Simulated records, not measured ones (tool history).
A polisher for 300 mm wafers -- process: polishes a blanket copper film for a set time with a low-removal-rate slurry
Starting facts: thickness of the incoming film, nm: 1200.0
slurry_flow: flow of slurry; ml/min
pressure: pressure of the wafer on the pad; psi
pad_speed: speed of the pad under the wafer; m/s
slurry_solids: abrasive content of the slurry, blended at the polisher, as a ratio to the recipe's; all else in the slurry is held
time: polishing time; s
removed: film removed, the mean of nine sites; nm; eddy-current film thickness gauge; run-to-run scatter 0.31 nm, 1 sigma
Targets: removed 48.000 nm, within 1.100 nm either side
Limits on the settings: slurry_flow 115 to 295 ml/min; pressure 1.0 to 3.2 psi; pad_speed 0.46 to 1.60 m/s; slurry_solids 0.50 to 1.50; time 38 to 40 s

run    day  slurry_flow  pressure  pad_speed  slurry_solids  time  removed
  1  0.000          190       2.1       1.02           1.00    38   74.239
  2  0.225          185       2.0       1.02           1.00    38   70.219
  3  0.558          180       1.9       1.02           1.00    38   66.515
  4  0.725          150       1.9       1.02           1.00    38   65.286
  5  0.988          150       2.2       1.02           1.00    38   74.834
  6  1.138          150       2.1       1.02           1.00    38   71.566
  7  1.467          150       2.0       1.02           1.00    38   68.792
  8  1.742          150       1.9       1.02           1.00    38   65.520
  9  1.917          150       1.8       1.02           1.00    38   61.321
 10  1.962          150       1.7       1.02           1.00    38   58.430
 11  2.250          140       1.5       1.02           1.00    38   50.779
 12  2.612          130       1.5       1.02           1.00    38   51.068

Exercise: of the 4 proposed moves below, exactly one satisfies all targets within the stated allowed misses. Which move is it?
  A  2.975          115       1.5       1.02           1.05    38        ?
  B  2.975          130       1.3       1.16           0.80    38        ?
  C  2.975          160       1.7       0.84           1.20    38        ?
  D  2.975          115       1.7       0.88           0.75    38        ?

move  removed
   A   50.868
   B   48.054
   C   51.285
   D   46.033
A: nearer than the last run, and not there yet
B: meets every target
C: moves away from the targets compared with the last run
D: the result that was furthest off in the last run now lies on the other side of its target
The right move is B.

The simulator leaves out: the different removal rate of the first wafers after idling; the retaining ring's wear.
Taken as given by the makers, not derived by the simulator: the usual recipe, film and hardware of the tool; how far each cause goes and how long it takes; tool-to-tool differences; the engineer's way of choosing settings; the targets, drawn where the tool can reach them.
